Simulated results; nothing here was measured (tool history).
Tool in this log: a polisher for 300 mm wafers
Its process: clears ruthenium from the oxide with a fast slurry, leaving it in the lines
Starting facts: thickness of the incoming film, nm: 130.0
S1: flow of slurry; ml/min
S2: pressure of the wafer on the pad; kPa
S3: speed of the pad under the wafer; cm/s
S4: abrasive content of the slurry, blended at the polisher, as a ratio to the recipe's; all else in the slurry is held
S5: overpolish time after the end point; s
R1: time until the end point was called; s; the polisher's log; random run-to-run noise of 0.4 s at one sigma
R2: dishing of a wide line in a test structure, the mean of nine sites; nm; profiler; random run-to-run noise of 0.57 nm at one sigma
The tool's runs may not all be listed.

run  hour   S1    S2   S3    S4  S5      R1      R2
  1   0.0  195  21.4  124  1.00  23  18.868  79.052
  2   8.8  230  21.4  124  1.00  23  18.554  80.798
  3  10.3  215  21.4  124  1.00  23  18.667  79.303
  4  19.1  185  20.0  124  1.00  18  19.206  67.046
  5  22.1  165  17.2  132  1.00  15  22.450  57.177
  6  22.7  165  11.7  132  1.00  15  30.070  44.018
  7  27.8  150  11.0  148  1.05  13  29.662  41.406
  8  29.3  155  11.0  162  1.15  11  25.850  38.794

Run 9 is up next; what results do you expect?
  9  33.2  160  11.7  166  1.15  10   ?   ?

{"run 9": {"R1": 23.944, "R2": 38.819}}

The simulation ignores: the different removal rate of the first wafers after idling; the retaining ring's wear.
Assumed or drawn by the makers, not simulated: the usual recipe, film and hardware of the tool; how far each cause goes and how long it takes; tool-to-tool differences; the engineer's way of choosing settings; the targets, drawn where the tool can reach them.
